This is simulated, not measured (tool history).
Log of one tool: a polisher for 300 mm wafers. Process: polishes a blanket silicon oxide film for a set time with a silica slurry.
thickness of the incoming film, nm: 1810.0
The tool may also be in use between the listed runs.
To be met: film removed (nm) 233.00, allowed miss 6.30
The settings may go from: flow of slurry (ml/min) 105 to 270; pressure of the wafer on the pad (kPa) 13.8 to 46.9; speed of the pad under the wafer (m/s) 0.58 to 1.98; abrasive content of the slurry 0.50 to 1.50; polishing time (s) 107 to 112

| run | hour | flow of slurry (ml/min) | pressure of the wafer on the pad (kPa) | speed of the pad under the wafer (m/s) | abrasive content of the slurry | polishing time (s) | film removed (nm) |
|---|---|---|---|---|---|---|---|
| 1 | 0.0 | 175 | 30.3 | 1.28 | 1.00 | 107 | 339.58 |
| 2 | 8.3 | 170 | 27.6 | 1.28 | 1.00 | 107 | 315.23 |
| 3 | 10.1 | 155 | 27.6 | 1.28 | 1.00 | 107 | 305.79 |
| 4 | 14.1 | 155 | 30.3 | 1.28 | 1.00 | 107 | 332.64 |
| 5 | 23.0 | 150 | 27.6 | 1.28 | 1.00 | 107 | 304.79 |
| 6 | 26.2 | 145 | 25.5 | 1.28 | 1.00 | 107 | 277.63 |
| 7 | 32.0 | 120 | 20.7 | 1.28 | 1.00 | 107 | 218.95 |
| 8 | 37.1 | 125 | 20.7 | 1.28 | 1.00 | 107 | 221.71 |
| 9 | 44.6 | 130 | 20.7 | 1.28 | 1.00 | 107 | 222.05 |
| 10 | 49.2 | 135 | 20.7 | 1.28 | 1.00 | 107 | 222.72 |
| 11 | 50.8 | 140 | 20.7 | 1.28 | 1.00 | 107 | 226.17 |

Which of these 4 next moves meets every target?
| A | 52.4 | 145 | 16.5 | 1.46 | 1.20 | 108 | ? |
| B | 52.4 | 105 | 20.7 | 1.32 | 1.10 | 112 | ? |
| C | 52.4 | 140 | 23.4 | 1.10 | 1.20 | 107 | ? |
| D | 52.4 | 155 | 29.0 | 0.92 | 0.95 | 107 | ? |

| move | film removed (nm) |
|---|---|
| A | 219.49 |
| B | 235.37 |
| C | 251.92 |
| D | 258.10 |
A: further off than the last run
B: meets every target
C: takes the result that was furthest off past its target
D: takes the result that was furthest off past its target
Move B is the one to make.
